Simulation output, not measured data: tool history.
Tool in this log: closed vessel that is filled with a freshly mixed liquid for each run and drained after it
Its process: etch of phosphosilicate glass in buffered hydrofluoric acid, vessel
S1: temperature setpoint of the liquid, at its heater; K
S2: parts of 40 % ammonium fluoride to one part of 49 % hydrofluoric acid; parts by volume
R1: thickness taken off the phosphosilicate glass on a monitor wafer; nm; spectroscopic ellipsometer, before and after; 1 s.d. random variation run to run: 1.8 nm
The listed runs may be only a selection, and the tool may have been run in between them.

run 1 hour=0 | S1=296.15 S2=19.5 time_in_the_liquid_(s)=85 | R1=276.78
run 2 hour=1.2 | S1=296.15 S2=19.5 time_in_the_liquid_(s)=85 | R1=274.89
run 3 hour=2.8 | S1=295.65 S2=19.5 time_in_the_liquid_(s)=85 | R1=268.04
run 4 hour=5.4 | S1=295.65 S2=14.5 time_in_the_liquid_(s)=85 | R1=350.67
run 5 hour=7.7 | S1=294.65 S2=15 time_in_the_liquid_(s)=85 | R1=325.48
run 6 hour=8.9 | S1=294.65 S2=18 time_in_the_liquid_(s)=85 | R1=269.68

Forecast run 7:
run 7 hour=11.7 | S1=294.15 S2=18 time_in_the_liquid_(s)=85 | R1=?

R1: 264.43 nm

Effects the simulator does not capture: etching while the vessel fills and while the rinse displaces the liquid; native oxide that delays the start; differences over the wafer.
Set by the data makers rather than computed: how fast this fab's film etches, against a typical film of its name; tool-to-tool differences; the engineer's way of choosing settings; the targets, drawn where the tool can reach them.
